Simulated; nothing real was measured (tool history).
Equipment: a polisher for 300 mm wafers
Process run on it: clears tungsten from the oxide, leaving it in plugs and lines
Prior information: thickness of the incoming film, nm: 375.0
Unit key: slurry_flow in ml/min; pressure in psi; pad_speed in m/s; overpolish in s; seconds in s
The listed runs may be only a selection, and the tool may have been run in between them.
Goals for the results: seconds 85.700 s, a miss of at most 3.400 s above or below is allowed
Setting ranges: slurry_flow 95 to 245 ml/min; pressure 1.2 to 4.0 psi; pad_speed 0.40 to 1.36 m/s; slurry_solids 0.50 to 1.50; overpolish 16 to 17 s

run	hour	slurry_flow	pressure	pad_speed	slurry_solids	overpolish	seconds
1	0.0	155	2.6	0.88	1.00	16	160.270
2	4.3	140	2.6	0.88	1.00	16	167.340
3	12.3	125	2.6	0.88	1.00	16	170.030
4	12.9	145	3.1	0.90	1.00	16	136.920
5	21.8	145	3.1	1.02	1.00	16	122.800
6	27.9	145	3.1	1.02	1.00	17	126.290
7	36.4	160	3.4	1.04	1.00	17	111.160
8	37.9	160	3.6	1.06	1.00	17	100.870
9	40.0	160	3.6	1.06	1.00	17	100.990
10	47.4	165	3.7	1.06	1.00	17	100.380
11	51.1	165	3.8	1.08	1.00	17	94.093
12	53.6	165	3.9	1.10	1.00	17	92.158
13	55.6	170	3.9	1.12	1.00	17	88.250

Pick the move, out of 4, that brings all results within their allowed miss; only one does.
A	57.6	165	3.8	1.24	1.05	16	?
B	57.6	190	3.4	1.22	0.90	17	?
C	57.6	165	4.0	0.96	1.05	16	?
D	57.6	170	3.6	1.22	1.05	17	?

move	seconds
A	85.480
B	96.537
C	97.922
D	90.770
A: hits every target within its allowed miss
B: misses by more than the last run did
C: misses by more than the last run did
D: misses by more than the last run did
Correct choice: A, which meets every target
